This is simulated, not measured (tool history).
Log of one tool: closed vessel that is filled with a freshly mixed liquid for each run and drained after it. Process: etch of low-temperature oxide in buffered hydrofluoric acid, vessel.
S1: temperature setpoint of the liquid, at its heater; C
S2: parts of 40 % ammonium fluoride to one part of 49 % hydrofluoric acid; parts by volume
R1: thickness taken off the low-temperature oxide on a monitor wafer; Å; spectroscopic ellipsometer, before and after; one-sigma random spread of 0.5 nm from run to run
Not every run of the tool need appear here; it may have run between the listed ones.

Run 1, day 0.000: S1 23.0 C, S2 11.5 parts by volume, time in the liquid (s) 35. Result: R1 1167.4 Å.
Run 2, day 0.354: S1 23.0 C, S2 10.5 parts by volume, time in the liquid (s) 35. Result: R1 1274.7 Å.
Run 3, day 0.383: S1 23.5 C, S2 10.5 parts by volume, time in the liquid (s) 35. Result: R1 1308.8 Å.
Run 4, day 0.754: S1 24.0 C, S2 10.5 parts by volume, time in the liquid (s) 35. Result: R1 1337.1 Å.
Run 5, day 1.067: S1 24.0 C, S2 13.0 parts by volume, time in the liquid (s) 35. Result: R1 1090.2 Å.
Run 6, day 1.342: S1 24.0 C, S2 11.5 parts by volume, time in the liquid (s) 35. Result: R1 1226.4 Å.
Run 7, day 1.696: S1 24.0 C, S2 11.5 parts by volume, time in the liquid (s) 35. Result: R1 1225.0 Å.

Run 8, settings as shown, results not yet in. Your forecast:
Run 8, day 1.883: S1 24.5 C, S2 11.5 parts by volume, time in the liquid (s) 35. Result: R1 ?.

Run 8 came out at R1 1267.2 Å.

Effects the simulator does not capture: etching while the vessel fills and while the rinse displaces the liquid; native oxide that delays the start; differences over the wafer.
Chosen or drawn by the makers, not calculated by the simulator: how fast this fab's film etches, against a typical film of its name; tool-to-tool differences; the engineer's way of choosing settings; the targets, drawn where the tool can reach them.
